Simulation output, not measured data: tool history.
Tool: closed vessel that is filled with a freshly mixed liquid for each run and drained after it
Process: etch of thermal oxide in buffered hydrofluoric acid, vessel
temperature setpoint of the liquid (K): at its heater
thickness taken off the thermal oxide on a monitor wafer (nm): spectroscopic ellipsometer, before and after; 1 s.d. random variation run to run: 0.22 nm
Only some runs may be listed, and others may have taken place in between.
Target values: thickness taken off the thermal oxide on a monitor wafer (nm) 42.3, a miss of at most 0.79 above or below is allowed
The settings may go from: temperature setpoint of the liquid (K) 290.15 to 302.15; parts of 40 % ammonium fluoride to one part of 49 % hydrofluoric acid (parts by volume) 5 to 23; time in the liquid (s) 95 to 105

run	hour	temperature setpoint of the liquid (K)	parts of 40 % ammonium fluoride to one part of 49 % hydrofluoric acid (parts by volume)	time in the liquid (s)	thickness taken off the thermal oxide on a monitor wafer (nm)
1	0	294.15	14	95	63.961
2	5	293.65	14.5	95	60.124
3	12.3	293.15	15	95	56.432
4	19.1	293.15	15	105	62.392
5	22.5	293.15	15	95	56.402
6	26.9	291.65	15	95	51.795
7	31.7	290.65	16	95	46.249
8	37.3	290.15	16.5	95	43.239

Next run, 4 choices. One meets every target within its allowed miss, the rest don't. Which?
A	42.9	290.15	18	105	?
B	42.9	290.15	18	100	?
C	42.9	290.15	17	100	?
D	42.9	290.65	17.5	100	?

move	thickness taken off the thermal oxide on a monitor wafer (nm)
A	43.83
B	41.742
C	44.166
D	44.164
A: the biggest miss grows against the last run
B: in spec on every target
C: the biggest miss grows against the last run
D: the biggest miss grows against the last run
Go with B: it meets all targets.
